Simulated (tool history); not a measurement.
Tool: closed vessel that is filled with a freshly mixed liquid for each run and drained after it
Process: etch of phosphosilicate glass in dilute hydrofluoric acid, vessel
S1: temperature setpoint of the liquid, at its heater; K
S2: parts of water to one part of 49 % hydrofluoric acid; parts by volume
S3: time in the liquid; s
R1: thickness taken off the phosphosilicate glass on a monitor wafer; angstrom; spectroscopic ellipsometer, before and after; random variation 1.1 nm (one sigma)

run,day,S1,S2,S3,R1
1,0.000,297.15,95,105,784.48
2,0.325,298.65,95,105,824.43
3,0.538,298.65,95,105,825.11
4,0.792,299.65,95,105,850.84
5,0.983,299.65,95,105,858.48
6,1.312,299.65,105,105,769.91
7,1.379,300.15,105,105,785.63
8,1.688,300.65,105,105,801.47

Run 9 comes next. What will it give?
9,1.929,301.15,105,105,?

{"run 9": {"R1": 815.88}}
